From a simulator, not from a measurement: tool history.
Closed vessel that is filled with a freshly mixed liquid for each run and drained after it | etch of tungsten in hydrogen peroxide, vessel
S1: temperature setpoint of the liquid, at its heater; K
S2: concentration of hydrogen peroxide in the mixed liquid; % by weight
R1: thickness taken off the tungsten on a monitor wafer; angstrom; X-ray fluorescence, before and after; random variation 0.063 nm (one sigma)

{"run": 1, "hour": 0.0, "S1": 320.15, "S2": 16, "time in the liquid (s)": 30, "R1": 282}
{"run": 2, "hour": 7.8, "S1": 318.15, "S2": 16, "time in the liquid (s)": 30, "R1": 247.83}
{"run": 3, "hour": 16.6, "S1": 318.15, "S2": 16, "time in the liquid (s)": 30, "R1": 247.95}
{"run": 4, "hour": 21.1, "S1": 318.15, "S2": 18, "time in the liquid (s)": 30, "R1": 260.67}
{"run": 5, "hour": 28.2, "S1": 318.15, "S2": 18, "time in the liquid (s)": 30, "R1": 262.98}
{"run": 6, "hour": 36.4, "S1": 318.15, "S2": 20.5, "time in the liquid (s)": 30, "R1": 279.19}
{"run": 7, "hour": 38.2, "S1": 316.15, "S2": 20.5, "time in the liquid (s)": 30, "R1": 246.08}
{"run": 8, "hour": 40.6, "S1": 316.15, "S2": 20.5, "time in the liquid (s)": 30, "R1": 248.52}
{"run": 9, "hour": 45.7, "S1": 314.15, "S2": 20.5, "time in the liquid (s)": 30, "R1": 217.38}
{"run": 10, "hour": 49.5, "S1": 312.65, "S2": 20.5, "time in the liquid (s)": 30, "R1": 197.42}
{"run": 11, "hour": 52.5, "S1": 311.65, "S2": 20.5, "time in the liquid (s)": 30, "R1": 183.82}
{"run": 12, "hour": 54.0, "S1": 310.65, "S2": 20.5, "time in the liquid (s)": 30, "R1": 170.82}

Run 13 comes next. What will it give?
{"run": 13, "hour": 59.5, "S1": 310.15, "S2": 20.5, "time in the liquid (s)": 30, "R1": "?"}

{"run 13": {"R1": 167.34}}
